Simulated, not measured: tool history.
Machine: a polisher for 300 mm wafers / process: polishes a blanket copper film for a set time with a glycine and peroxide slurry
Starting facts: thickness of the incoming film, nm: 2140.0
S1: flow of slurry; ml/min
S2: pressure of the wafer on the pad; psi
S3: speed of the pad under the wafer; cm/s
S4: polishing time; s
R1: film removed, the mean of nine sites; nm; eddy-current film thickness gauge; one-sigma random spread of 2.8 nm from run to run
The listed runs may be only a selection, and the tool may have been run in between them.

Run 1, hour 0.0: S1 250 ml/min, S2 1.8 psi, S3 80 cm/s, S4 64 s. Result: R1 157.64 nm.
Run 2, hour 2.0: S1 250 ml/min, S2 1.8 psi, S3 64 cm/s, S4 64 s. Result: R1 139.58 nm.
Run 3, hour 6.7: S1 250 ml/min, S2 1.9 psi, S3 66 cm/s, S4 64 s. Result: R1 145.00 nm.
Run 4, hour 15.5: S1 250 ml/min, S2 1.9 psi, S3 86 cm/s, S4 64 s. Result: R1 175.50 nm.
Run 5, hour 21.0: S1 250 ml/min, S2 1.9 psi, S3 94 cm/s, S4 64 s. Result: R1 185.83 nm.
Run 6, hour 22.2: S1 250 ml/min, S2 2.2 psi, S3 94 cm/s, S4 64 s. Result: R1 202.62 nm.

Run 7 is up next; what results do you expect?
At hour 28.6: worn pad replaced by a new one.
Run 7, hour 28.6: S1 250 ml/min, S2 2.4 psi, S3 96 cm/s, S4 64 s. Result: R1 ?.

R1: 239.64 nm
